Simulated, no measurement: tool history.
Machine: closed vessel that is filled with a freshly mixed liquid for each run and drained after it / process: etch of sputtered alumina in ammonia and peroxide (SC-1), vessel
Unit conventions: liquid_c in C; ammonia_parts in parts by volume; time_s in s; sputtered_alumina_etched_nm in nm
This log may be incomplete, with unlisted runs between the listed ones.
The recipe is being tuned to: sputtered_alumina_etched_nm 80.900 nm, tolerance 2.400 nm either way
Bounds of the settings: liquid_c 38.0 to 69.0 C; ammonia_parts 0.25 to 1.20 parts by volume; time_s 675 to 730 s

{"run": 1, "hour": 0.0, "liquid_c": 53.0, "ammonia_parts": 0.95, "time_s": 675, "sputtered_alumina_etched_nm": 61.55}
{"run": 2, "hour": 2.4, "liquid_c": 53.0, "ammonia_parts": 0.85, "time_s": 675, "sputtered_alumina_etched_nm": 60.486}
{"run": 3, "hour": 5.7, "liquid_c": 53.0, "ammonia_parts": 0.7, "time_s": 675, "sputtered_alumina_etched_nm": 59.042}
{"run": 4, "hour": 12.5, "liquid_c": 54.5, "ammonia_parts": 0.7, "time_s": 675, "sputtered_alumina_etched_nm": 63.578}
{"hour": 15.3, "done": "new drum of ammonia solution connected"}
{"run": 5, "hour": 15.3, "liquid_c": 56.0, "ammonia_parts": 0.7, "time_s": 675, "sputtered_alumina_etched_nm": 70.336}
{"run": 6, "hour": 19.3, "liquid_c": 61.5, "ammonia_parts": 0.7, "time_s": 675, "sputtered_alumina_etched_nm": 93.51}
{"run": 7, "hour": 25.9, "liquid_c": 60.5, "ammonia_parts": 0.7, "time_s": 675, "sputtered_alumina_etched_nm": 88.158}
{"run": 8, "hour": 30.9, "liquid_c": 60.0, "ammonia_parts": 0.7, "time_s": 675, "sputtered_alumina_etched_nm": 87.591}
{"run": 9, "hour": 34.6, "liquid_c": 59.5, "ammonia_parts": 0.7, "time_s": 675, "sputtered_alumina_etched_nm": 84.154}

Pick the move, out of 4, that brings all results within their allowed miss; only one does.
{"run": "A", "hour": 38.3, "liquid_c": 58.5, "ammonia_parts": 1.05, "time_s": 695, "sputtered_alumina_etched_nm": "?"}
{"run": "B", "hour": 38.3, "liquid_c": 59.5, "ammonia_parts": 0.75, "time_s": 685, "sputtered_alumina_etched_nm": "?"}
{"run": "C", "hour": 38.3, "liquid_c": 59.5, "ammonia_parts": 0.4, "time_s": 730, "sputtered_alumina_etched_nm": "?"}
{"run": "D", "hour": 38.3, "liquid_c": 59.0, "ammonia_parts": 0.5, "time_s": 685, "sputtered_alumina_etched_nm": "?"}

move=A sputtered_alumina_etched_nm=86.205
move=B sputtered_alumina_etched_nm=86.666
move=C sputtered_alumina_etched_nm=87.030
move=D sputtered_alumina_etched_nm=81.282
A: further off than the last run
B: further off than the last run
C: further off than the last run
D: meets every target
D meets every target.

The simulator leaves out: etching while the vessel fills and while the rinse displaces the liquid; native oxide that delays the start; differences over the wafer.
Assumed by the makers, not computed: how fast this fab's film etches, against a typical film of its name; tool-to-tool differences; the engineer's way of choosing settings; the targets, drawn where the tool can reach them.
